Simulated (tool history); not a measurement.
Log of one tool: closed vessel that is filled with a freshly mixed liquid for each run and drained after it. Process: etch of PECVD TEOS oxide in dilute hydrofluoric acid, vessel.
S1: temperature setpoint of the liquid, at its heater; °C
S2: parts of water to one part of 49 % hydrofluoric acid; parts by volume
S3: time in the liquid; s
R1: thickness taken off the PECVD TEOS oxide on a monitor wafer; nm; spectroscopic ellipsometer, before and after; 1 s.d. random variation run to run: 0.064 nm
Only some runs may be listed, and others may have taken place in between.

run	day	S1	S2	S3	R1
1	0.000	20.0	220	270	15.202
2	0.104	20.5	220	270	15.574
3	0.254	20.5	275	270	11.818
4	0.292	20.5	275	290	12.696
5	0.621	21.0	275	290	12.850
6	0.933	22.5	275	290	13.773

Run 7 comes next. What will it give?
7	1.238	26.5	270	290	?

For run 7 the tool returned R1 15.965 nm.
